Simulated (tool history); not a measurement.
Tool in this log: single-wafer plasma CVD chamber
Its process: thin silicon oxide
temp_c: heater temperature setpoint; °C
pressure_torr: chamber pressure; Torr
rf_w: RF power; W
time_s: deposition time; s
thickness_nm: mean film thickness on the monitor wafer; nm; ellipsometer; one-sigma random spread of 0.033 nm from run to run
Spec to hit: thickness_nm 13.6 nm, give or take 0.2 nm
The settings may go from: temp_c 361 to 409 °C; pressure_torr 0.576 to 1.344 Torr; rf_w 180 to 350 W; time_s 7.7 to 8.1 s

Run 1, hour 0: temp_c 385 °C, pressure_torr 0.96 Torr, rf_w 265 W, time_s 8.1 s. Result: thickness_nm 16.806 nm.
Run 2, hour 4: temp_c 385 °C, pressure_torr 0.915 Torr, rf_w 265 W, time_s 8.1 s. Result: thickness_nm 15.982 nm.
Run 3, hour 11.8: temp_c 396 °C, pressure_torr 0.915 Torr, rf_w 265 W, time_s 8.1 s. Result: thickness_nm 15.804 nm.
Run 4, hour 18.7: temp_c 401 °C, pressure_torr 0.915 Torr, rf_w 265 W, time_s 8.1 s. Result: thickness_nm 15.861 nm.
Run 5, hour 26: temp_c 401 °C, pressure_torr 0.884 Torr, rf_w 265 W, time_s 8.1 s. Result: thickness_nm 15.236 nm.
Run 6, hour 29.5: temp_c 401 °C, pressure_torr 0.864 Torr, rf_w 265 W, time_s 8.1 s. Result: thickness_nm 14.846 nm.
Run 7, hour 36.7: temp_c 401 °C, pressure_torr 0.746 Torr, rf_w 265 W, time_s 8.1 s. Result: thickness_nm 12.47 nm.
Run 8, hour 41: temp_c 401 °C, pressure_torr 0.757 Torr, rf_w 265 W, time_s 8.1 s. Result: thickness_nm 12.714 nm.
Run 9, hour 46.7: temp_c 401 °C, pressure_torr 0.766 Torr, rf_w 265 W, time_s 8.1 s. Result: thickness_nm 12.898 nm.
Run 10, hour 47.8: temp_c 401 °C, pressure_torr 0.773 Torr, rf_w 265 W, time_s 8.1 s. Result: thickness_nm 13.048 nm.
Run 11, hour 55.1: temp_c 401 °C, pressure_torr 0.832 Torr, rf_w 265 W, time_s 8.1 s. Result: thickness_nm 14.305 nm.
Run 12, hour 61.7: temp_c 401 °C, pressure_torr 0.826 Torr, rf_w 265 W, time_s 8.1 s. Result: thickness_nm 14.201 nm.
Run 13, hour 64.6: temp_c 401 °C, pressure_torr 0.821 Torr, rf_w 265 W, time_s 8.1 s. Result: thickness_nm 14.046 nm.
Run 14, hour 65.6: temp_c 401 °C, pressure_torr 0.817 Torr, rf_w 265 W, time_s 8.1 s. Result: thickness_nm 13.985 nm.
Run 15, hour 68: temp_c 401 °C, pressure_torr 0.813 Torr, rf_w 265 W, time_s 8.1 s. Result: thickness_nm 13.899 nm.
Run 16, hour 76.9: temp_c 401 °C, pressure_torr 0.81 Torr, rf_w 265 W, time_s 8.1 s. Result: thickness_nm 13.845 nm.

Next run, 4 choices. One meets every target within its allowed miss, the rest don't. Which?
Run A, hour 85.8: temp_c 396 °C, pressure_torr 0.812 Torr, rf_w 295 W, time_s 7.9 s. Result: thickness_nm ?.
Run B, hour 85.8: temp_c 407 °C, pressure_torr 0.809 Torr, rf_w 260 W, time_s 8 s. Result: thickness_nm ?.
Run C, hour 85.8: temp_c 399 °C, pressure_torr 0.857 Torr, rf_w 255 W, time_s 7.9 s. Result: thickness_nm ?.
Run D, hour 85.8: temp_c 393 °C, pressure_torr 0.84 Torr, rf_w 230 W, time_s 8.1 s. Result: thickness_nm ?.

move  thickness_nm
   A        13.929
   B        13.491
   C        14.238
   D        13.941
A: lands further from the targets than the last run did
B: every result within its allowed miss
C: lands further from the targets than the last run did
D: lands further from the targets than the last run did
Correct choice: B, which meets every target
